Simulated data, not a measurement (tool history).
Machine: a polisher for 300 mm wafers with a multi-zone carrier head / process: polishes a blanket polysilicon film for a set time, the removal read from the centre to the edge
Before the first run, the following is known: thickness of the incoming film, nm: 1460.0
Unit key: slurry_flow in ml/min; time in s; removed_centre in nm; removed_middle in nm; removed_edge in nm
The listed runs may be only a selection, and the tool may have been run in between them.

run,hour,slurry_flow,centre_zone,middle_zone,edge_zone,time,removed_centre,removed_middle,removed_edge
1,0.0,225,1.00,1.00,1.00,75,473.42,527.50,523.22
2,4.6,240,1.04,0.99,1.03,79,518.43,550.37,556.84
3,11.2,240,1.08,0.99,1.03,79,544.83,545.70,562.26
4,13.8,240,1.08,0.99,1.03,97,674.21,676.07,702.66
5,18.7,245,1.10,0.98,1.04,97,680.44,672.53,689.84
6,21.0,245,1.12,0.97,1.06,98,693.19,666.11,703.16
7,28.4,250,1.13,0.96,1.07,99,709.09,675.78,713.71

For run 8, what comes out?
8,30.3,250,1.13,0.96,1.07,99,?,?,?

removed_centre: 711.70 nm
removed_middle: 676.49 nm
removed_edge: 702.97 nm
